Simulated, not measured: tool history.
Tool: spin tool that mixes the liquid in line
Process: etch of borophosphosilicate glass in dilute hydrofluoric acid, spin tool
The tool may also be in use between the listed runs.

run	hour	temperature setpoint of the liquid (K)	parts of water to one part of 49 % hydrofluoric acid (parts by volume)	time under the liquid (s)	thickness taken off the borophosphosilicate glass on a monitor wafer (nm)
1	0.0	299.15	160	25	5.1077
2	8.9	302.15	160	25	5.6572
3	13.9	302.15	205	25	4.2419
4	22.1	298.65	205	25	3.6714
5	24.5	300.65	175	25	4.8453
6	28.7	302.15	150	25	6.1267
7	34.5	306.15	85	25	13.8790
8	37.2	305.15	85	25	13.3140
9	39.4	304.65	85	25	13.1890
10	43.4	304.15	85	25	12.9120

Forecast run 11:
11	51.5	303.65	85	25	?

Run 11 gave thickness taken off the borophosphosilicate glass on a monitor wafer (nm) 12.5180.

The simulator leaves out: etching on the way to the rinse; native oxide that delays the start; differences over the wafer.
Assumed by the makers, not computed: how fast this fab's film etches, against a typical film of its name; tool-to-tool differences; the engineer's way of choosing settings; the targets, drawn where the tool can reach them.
